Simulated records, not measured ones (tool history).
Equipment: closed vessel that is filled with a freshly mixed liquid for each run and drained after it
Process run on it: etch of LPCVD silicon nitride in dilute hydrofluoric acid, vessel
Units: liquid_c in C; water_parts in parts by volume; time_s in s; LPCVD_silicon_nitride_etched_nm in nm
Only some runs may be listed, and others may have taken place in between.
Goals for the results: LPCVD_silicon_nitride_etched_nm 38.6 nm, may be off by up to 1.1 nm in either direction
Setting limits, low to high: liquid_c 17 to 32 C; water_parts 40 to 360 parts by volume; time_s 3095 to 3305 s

run,day,liquid_c,water_parts,time_s,LPCVD_silicon_nitride_etched_nm
1,0,24,200,3095,9.4113
2,0.117,22.5,200,3095,8.5545
3,0.275,20.5,200,3095,7.5778
4,0.512,20.5,240,3095,6.2735
5,0.904,19,240,3095,5.7341
6,1.054,20.5,215,3125,7.0959
7,1.292,22,190,3150,8.8288
8,1.367,23.5,170,3170,10.951
9,1.571,27.5,90,3280,27.507
10,1.958,28,90,3280,28.344
11,2.217,28.5,90,3280,29.303
12,2.371,29,90,3280,30.675
13,2.662,29.5,90,3280,31.638
14,3.012,30,90,3280,32.536
15,3.171,30.5,90,3280,33.356
16,3.546,32,75,3280,44.728
17,3.812,32,75,3280,44.04

Pick the move, out of 5, that brings all results within their allowed miss; only one does.
A,4.079,30.5,70,3210,?
B,4.079,32,75,3095,?
C,4.079,32,80,3305,?
D,4.079,31,75,3185,?
E,4.079,30,75,3270,?

move,LPCVD_silicon_nitride_etched_nm
A,41.752
B,41.295
C,41.327
D,39.907
E,38.458
A: nearer the targets than the last run, but a result is still out of spec
B: nearer the targets than the last run, but a result is still out of spec
C: nearer the targets than the last run, but a result is still out of spec
D: nearer the targets than the last run, but a result is still out of spec
E: each result inside its tolerance
Correct choice: E, which meets every target
